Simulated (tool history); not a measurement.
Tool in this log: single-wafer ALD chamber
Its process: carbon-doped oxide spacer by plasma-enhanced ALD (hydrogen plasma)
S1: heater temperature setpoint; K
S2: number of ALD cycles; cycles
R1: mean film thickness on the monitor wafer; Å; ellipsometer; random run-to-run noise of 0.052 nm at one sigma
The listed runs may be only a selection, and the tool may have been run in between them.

run 1 hour=0 | S1=693.15 S2=236 | R1=113.47
run 2 hour=5.8 | S1=692.15 S2=239 | R1=114.49
run 3 hour=10.7 | S1=691.15 S2=243 | R1=117.74
run 4 hour=14.9 | S1=690.15 S2=245 | R1=118.96
run 5 hour=22.3 | S1=685.15 S2=245 | R1=121.07
run 6 hour=26.9 | S1=685.15 S2=225 | R1=110.66
run 7 hour=32.9 | S1=684.15 S2=229 | R1=113.15
run 8 hour=42 | S1=683.15 S2=233 | R1=116.22
run 9 hour=46.2 | S1=682.15 S2=236 | R1=116.81
run 10 hour=52.3 | S1=682.15 S2=239 | R1=119.45
run 11 hour=58.5 | S1=681.15 S2=241 | R1=120.79
run 12 hour=67.4 | S1=680.15 S2=243 | R1=120.81
run 13 hour=69.7 | S1=680.15 S2=245 | R1=122.62
run 14 hour=75.2 | S1=680.15 S2=247 | R1=124.27
run 15 hour=82.2 | S1=680.15 S2=248 | R1=124.67

What will run 16 give?
run 16 hour=84.2 | S1=680.15 S2=249 | R1=?

R1: 125.04 Å
